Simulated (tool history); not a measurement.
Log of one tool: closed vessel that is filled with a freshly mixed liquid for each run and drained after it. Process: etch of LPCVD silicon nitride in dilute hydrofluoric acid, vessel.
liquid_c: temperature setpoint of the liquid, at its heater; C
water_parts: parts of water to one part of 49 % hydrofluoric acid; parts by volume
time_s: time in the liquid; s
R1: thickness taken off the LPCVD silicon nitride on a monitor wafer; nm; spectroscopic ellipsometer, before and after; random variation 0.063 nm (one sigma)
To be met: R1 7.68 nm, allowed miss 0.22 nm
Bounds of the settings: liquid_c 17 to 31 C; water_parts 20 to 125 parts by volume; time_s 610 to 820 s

Run 1, hour 0: liquid_c 23 C, water_parts 70 parts by volume, time_s 820 s. Result: R1 4.978 nm.
Run 2, hour 8.1: liquid_c 23 C, water_parts 70 parts by volume, time_s 610 s. Result: R1 3.6843 nm.
Run 3, hour 9.4: liquid_c 24 C, water_parts 70 parts by volume, time_s 610 s. Result: R1 3.9083 nm.
Run 4, hour 12.7: liquid_c 26 C, water_parts 70 parts by volume, time_s 610 s. Result: R1 4.5298 nm.
Run 5, hour 13.9: liquid_c 28.5 C, water_parts 70 parts by volume, time_s 610 s. Result: R1 5.3324 nm.
Run 6, hour 17.6: liquid_c 29 C, water_parts 70 parts by volume, time_s 610 s. Result: R1 5.5162 nm.
Run 7, hour 26.3: liquid_c 29.5 C, water_parts 70 parts by volume, time_s 610 s. Result: R1 5.6628 nm.
Run 8, hour 32.2: liquid_c 30.5 C, water_parts 60 parts by volume, time_s 615 s. Result: R1 7.0313 nm.
Run 9, hour 38.7: liquid_c 31 C, water_parts 60 parts by volume, time_s 615 s. Result: R1 7.3636 nm.
Run 10, hour 40.6: liquid_c 31 C, water_parts 55 parts by volume, time_s 615 s. Result: R1 8.0743 nm.

Which of these 5 next moves meets every target?
Run A, hour 42.5: liquid_c 30 C, water_parts 65 parts by volume, time_s 745 s. Result: R1 ?.
Run B, hour 42.5: liquid_c 31 C, water_parts 65 parts by volume, time_s 790 s. Result: R1 ?.
Run C, hour 42.5: liquid_c 31 C, water_parts 65 parts by volume, time_s 750 s. Result: R1 ?.
Run D, hour 42.5: liquid_c 29.5 C, water_parts 50 parts by volume, time_s 660 s. Result: R1 ?.
Run E, hour 42.5: liquid_c 31 C, water_parts 55 parts by volume, time_s 640 s. Result: R1 ?.

move      R1
   A  7.5785
   B  8.5648
   C  8.1312
   D  8.4342
   E  8.1947
A: meets every target
B: further off than the last run
C: further off than the last run
D: further off than the last run
E: further off than the last run
The right move is A.
